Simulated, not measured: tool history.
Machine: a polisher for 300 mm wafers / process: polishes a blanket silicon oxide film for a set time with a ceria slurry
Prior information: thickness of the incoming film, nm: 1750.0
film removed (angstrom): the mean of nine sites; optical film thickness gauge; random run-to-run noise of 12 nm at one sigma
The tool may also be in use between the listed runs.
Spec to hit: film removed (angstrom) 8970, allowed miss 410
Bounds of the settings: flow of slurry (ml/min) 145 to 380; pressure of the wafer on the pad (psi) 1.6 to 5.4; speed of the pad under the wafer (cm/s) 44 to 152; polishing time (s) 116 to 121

| run | hour | flow of slurry (ml/min) | pressure of the wafer on the pad (psi) | speed of the pad under the wafer (cm/s) | polishing time (s) | film removed (angstrom) |
|---|---|---|---|---|---|---|
| 1 | 0 | 245 | 3.5 | 98 | 116 | 5280.2 |
| 2 | 8.3 | 245 | 3.8 | 98 | 116 | 5568.7 |
| 3 | 14.3 | 245 | 4.1 | 100 | 116 | 6023.3 |
| 4 | 14.9 | 245 | 4.1 | 100 | 116 | 5928.6 |
| 5 | 19.6 | 245 | 4.1 | 114 | 116 | 6809.3 |
| 6 | 20.8 | 245 | 4.3 | 114 | 116 | 7056.1 |
| 7 | 24.8 | 245 | 4.5 | 114 | 116 | 7147.9 |
| 8 | 29.8 | 245 | 4.7 | 116 | 116 | 7585.4 |
| 9 | 32.6 | 245 | 4.8 | 118 | 116 | 7760.9 |
| 10 | 37.2 | 245 | 4.9 | 120 | 116 | 8108.8 |
| 11 | 38.9 | 245 | 5 | 120 | 116 | 8183.5 |
| 12 | 44 | 245 | 5.4 | 120 | 116 | 8535.1 |

Which one of the following 4 next-run settings gets every result inside its allowed miss? There is exactly one.
| A | 49.1 | 325 | 5.4 | 116 | 121 | ? |
| B | 49.1 | 275 | 5.4 | 136 | 121 | ? |
| C | 49.1 | 225 | 5.4 | 110 | 121 | ? |
| D | 49.1 | 275 | 4.5 | 118 | 121 | ? |

| move | film removed (angstrom) |
|---|---|
| A | 8637.4 |
| B | 9930 |
| C | 7885.7 |
| D | 7638.4 |
A: every result within its allowed miss
B: the result that was furthest off in the last run now lies on the other side of its target
C: its largest miss is bigger than the last run's
D: its largest miss is bigger than the last run's
A meets every target.
